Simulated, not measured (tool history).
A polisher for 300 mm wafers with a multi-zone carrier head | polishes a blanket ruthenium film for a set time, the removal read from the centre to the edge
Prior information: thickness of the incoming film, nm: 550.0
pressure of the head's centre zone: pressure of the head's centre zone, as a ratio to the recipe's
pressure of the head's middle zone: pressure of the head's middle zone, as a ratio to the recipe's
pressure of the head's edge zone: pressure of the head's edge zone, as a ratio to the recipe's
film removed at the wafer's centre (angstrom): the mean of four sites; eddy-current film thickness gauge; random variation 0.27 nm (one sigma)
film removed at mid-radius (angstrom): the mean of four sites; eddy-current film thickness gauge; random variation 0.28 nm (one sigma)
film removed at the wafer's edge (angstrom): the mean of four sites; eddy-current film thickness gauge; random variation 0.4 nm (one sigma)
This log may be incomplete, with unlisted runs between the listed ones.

| run | hour | flow of slurry (ml/min) | pressure of the head's centre zone | pressure of the head's middle zone | pressure of the head's edge zone | polishing time (s) | film removed at the wafer's centre (angstrom) | film removed at mid-radius (angstrom) | film removed at the wafer's edge (angstrom) |
|---|---|---|---|---|---|---|---|---|---|
| 1 | 0 | 175 | 1 | 1 | 1 | 34 | 478.71 | 482.88 | 490.09 |
| 2 | 6.4 | 155 | 1 | 1 | 1 | 34 | 469.45 | 468.99 | 485.29 |
| 3 | 14 | 155 | 1 | 0.92 | 1 | 34 | 471.61 | 441.66 | 480.42 |
| 4 | 18.2 | 155 | 1 | 0.92 | 0.93 | 34 | 475.87 | 431.22 | 463.32 |
| 5 | 20.3 | 165 | 0.99 | 0.96 | 0.91 | 32 | 435.74 | 431.31 | 437.81 |
| 6 | 27.1 | 165 | 0.99 | 0.98 | 0.89 | 31 | 426.03 | 416.71 | 423.56 |
| 7 | 31.9 | 170 | 0.99 | 1.02 | 0.87 | 30 | 415.59 | 423.99 | 401.17 |
| 8 | 35.6 | 170 | 0.99 | 1.02 | 0.87 | 30 | 414.7 | 426.6 | 402.03 |

Run 9 is up next; what results do you expect?
| 9 | 36.9 | 165 | 0.98 | 1.03 | 0.86 | 30 | ? | ? | ? |

For run 9 the tool returned film removed at the wafer's centre (angstrom) 406.66, film removed at mid-radius (angstrom) 425.69, film removed at the wafer's edge (angstrom) 399.46.
